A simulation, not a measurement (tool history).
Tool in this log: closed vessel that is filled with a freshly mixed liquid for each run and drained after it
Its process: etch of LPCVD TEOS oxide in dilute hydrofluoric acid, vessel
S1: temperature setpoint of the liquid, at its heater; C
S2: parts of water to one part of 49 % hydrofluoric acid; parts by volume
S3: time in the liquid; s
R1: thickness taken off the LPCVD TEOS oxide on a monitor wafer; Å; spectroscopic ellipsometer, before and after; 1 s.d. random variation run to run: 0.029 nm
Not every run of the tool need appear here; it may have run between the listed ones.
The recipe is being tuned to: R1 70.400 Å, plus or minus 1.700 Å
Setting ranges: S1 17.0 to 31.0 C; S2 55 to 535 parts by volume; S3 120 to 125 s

run    day    S1   S2   S3       R1
  1  0.000  23.0  295  120  142.730
  2  0.175  22.5  305  120  134.360
  3  0.483  22.0  315  120  126.320
  4  0.604  21.5  325  120  119.840
  5  0.792  21.0  335  120  113.040
  6  0.975  22.5  335  120  119.350
  7  1.192  22.5  335  120  120.080
  8  1.317  22.0  345  120  112.780
  9  1.700  21.5  355  120  106.420
 10  2.033  21.0  360  120  102.440

Exercise: of the 4 proposed moves below, exactly one satisfies all targets within the stated allowed misses. Which move is it?
  A  2.367  20.5  445  120   ?
  B  2.367  20.0  480  120   ?
  C  2.367  22.0  430  120   ?
  D  2.367  22.5  495  120   ?

move      R1
   A  75.668
   B  67.090
   C  83.365
   D  69.759
A: better than the last run, though not everything is in spec
B: pushes the last run's worst result past its target
C: better than the last run, though not everything is in spec
D: all results in spec
Answer: D
